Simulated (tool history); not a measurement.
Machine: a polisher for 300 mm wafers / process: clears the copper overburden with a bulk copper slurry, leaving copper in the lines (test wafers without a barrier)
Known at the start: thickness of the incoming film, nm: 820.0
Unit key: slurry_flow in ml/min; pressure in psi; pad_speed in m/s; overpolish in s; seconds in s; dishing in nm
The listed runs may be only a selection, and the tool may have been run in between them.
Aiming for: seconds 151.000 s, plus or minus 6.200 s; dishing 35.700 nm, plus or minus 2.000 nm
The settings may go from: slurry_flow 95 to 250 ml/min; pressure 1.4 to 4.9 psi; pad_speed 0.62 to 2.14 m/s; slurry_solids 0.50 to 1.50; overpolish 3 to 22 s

run 1 hour=0.0 | slurry_flow=160 pressure=3.1 pad_speed=1.38 slurry_solids=1.00 overpolish=11 | seconds=77.692 dishing=37.690
run 2 hour=8.7 | slurry_flow=160 pressure=2.8 pad_speed=1.36 slurry_solids=1.00 overpolish=12 | seconds=84.822 dishing=38.041
run 3 hour=17.3 | slurry_flow=160 pressure=2.5 pad_speed=1.32 slurry_solids=1.00 overpolish=13 | seconds=97.703 dishing=36.690
run 4 hour=24.3 | slurry_flow=160 pressure=1.7 pad_speed=1.32 slurry_solids=1.00 overpolish=13 | seconds=139.100 dishing=31.015
run 5 hour=26.3 | slurry_flow=160 pressure=2.2 pad_speed=1.32 slurry_solids=1.00 overpolish=13 | seconds=108.390 dishing=34.662
run 6 hour=27.5 | slurry_flow=160 pressure=2.2 pad_speed=1.06 slurry_solids=1.00 overpolish=13 | seconds=135.910 dishing=31.707
run 7 hour=28.8 | slurry_flow=155 pressure=2.1 pad_speed=1.06 slurry_solids=1.00 overpolish=14 | seconds=145.110 dishing=31.934
run 8 hour=34.2 | slurry_flow=155 pressure=2.1 pad_speed=1.06 slurry_solids=1.00 overpolish=14 | seconds=144.550 dishing=31.457
run 9 hour=39.6 | slurry_flow=155 pressure=2.1 pad_speed=1.06 slurry_solids=1.00 overpolish=15 | seconds=142.520 dishing=32.960
run 10 hour=47.5 | slurry_flow=145 pressure=1.9 pad_speed=1.04 slurry_solids=1.00 overpolish=19 | seconds=162.110 dishing=33.735
run 11 hour=54.6 | slurry_flow=145 pressure=1.9 pad_speed=1.04 slurry_solids=1.00 overpolish=19 | seconds=165.290 dishing=34.517
run 12 hour=62.9 | slurry_flow=150 pressure=1.9 pad_speed=1.04 slurry_solids=1.00 overpolish=19 | seconds=160.400 dishing=34.827
run 13 hour=68.7 | slurry_flow=155 pressure=1.9 pad_speed=1.04 slurry_solids=1.00 overpolish=19 | seconds=158.670 dishing=35.334

5 next moves are on the table. One of them brings every result within its allowed miss. Which?
run A hour=74.5 | slurry_flow=155 pressure=2.1 pad_speed=0.92 slurry_solids=0.95 overpolish=22 | seconds=? dishing=?
run B hour=74.5 | slurry_flow=135 pressure=2.3 pad_speed=0.90 slurry_solids=1.00 overpolish=13 | seconds=? dishing=?
run C hour=74.5 | slurry_flow=165 pressure=1.6 pad_speed=1.12 slurry_solids=1.05 overpolish=20 | seconds=? dishing=?
run D hour=74.5 | slurry_flow=155 pressure=1.8 pad_speed=1.18 slurry_solids=1.00 overpolish=20 | seconds=? dishing=?
run E hour=74.5 | slurry_flow=195 pressure=1.6 pad_speed=1.16 slurry_solids=0.95 overpolish=22 | seconds=? dishing=?

move=A seconds=165.010 dishing=36.572
move=B seconds=157.300 dishing=31.602
move=C seconds=171.780 dishing=34.464
move=D seconds=149.090 dishing=36.075
move=E seconds=164.740 dishing=35.589
A: its largest miss is bigger than the last run's
B: its largest miss is bigger than the last run's
C: its largest miss is bigger than the last run's
D: in spec on every target
E: its largest miss is bigger than the last run's
Go with D: it meets all targets.
